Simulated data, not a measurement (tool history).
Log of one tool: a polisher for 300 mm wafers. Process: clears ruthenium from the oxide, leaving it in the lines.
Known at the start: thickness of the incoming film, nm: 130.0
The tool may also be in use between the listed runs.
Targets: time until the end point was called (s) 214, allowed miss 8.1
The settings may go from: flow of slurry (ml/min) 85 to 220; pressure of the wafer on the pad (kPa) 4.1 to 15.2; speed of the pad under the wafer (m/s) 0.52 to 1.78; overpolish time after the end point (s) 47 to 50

| run | day | flow of slurry (ml/min) | pressure of the wafer on the pad (kPa) | speed of the pad under the wafer (m/s) | overpolish time after the end point (s) | time until the end point was called (s) |
|---|---|---|---|---|---|---|
| 1 | 0 | 140 | 9.7 | 1.14 | 47 | 156.04 |
| 2 | 0.188 | 140 | 9.7 | 1.14 | 47 | 153.56 |
| 3 | 0.408 | 135 | 9 | 1.14 | 47 | 168.3 |
| 4 | 0.575 | 160 | 9 | 1.14 | 47 | 160.05 |
| 5 | 0.6 | 150 | 8.3 | 1.14 | 47 | 176.4 |
| 6 | 0.746 | 140 | 8.3 | 1.14 | 47 | 180.81 |
| 7 | 1.117 | 130 | 8.3 | 1.14 | 47 | 182.69 |
| 8 | 1.242 | 125 | 8.3 | 1.14 | 47 | 185.48 |
| 9 | 1.525 | 120 | 8.3 | 1.14 | 47 | 186.57 |
| 10 | 1.879 | 115 | 8.3 | 1.14 | 47 | 190.28 |
| 11 | 2.042 | 110 | 8.3 | 1.14 | 47 | 190.21 |
| 12 | 2.417 | 105 | 8.3 | 1.14 | 47 | 188.92 |

4 next moves are on the table. One of them brings every result within its allowed miss. Which?
| A | 2.792 | 105 | 9 | 1.3 | 50 | ? |
| B | 2.792 | 100 | 7.6 | 1.26 | 50 | ? |
| C | 2.792 | 105 | 8.3 | 1.34 | 48 | ? |
| D | 2.792 | 90 | 7.6 | 1.16 | 47 | ? |

| move | time until the end point was called (s) |
|---|---|
| A | 163.93 |
| B | 199.2 |
| C | 173.74 |
| D | 216.64 |
A: further off than the last run
B: nearer than the last run, and not there yet
C: further off than the last run
D: meets every target
Move D is the one to make.

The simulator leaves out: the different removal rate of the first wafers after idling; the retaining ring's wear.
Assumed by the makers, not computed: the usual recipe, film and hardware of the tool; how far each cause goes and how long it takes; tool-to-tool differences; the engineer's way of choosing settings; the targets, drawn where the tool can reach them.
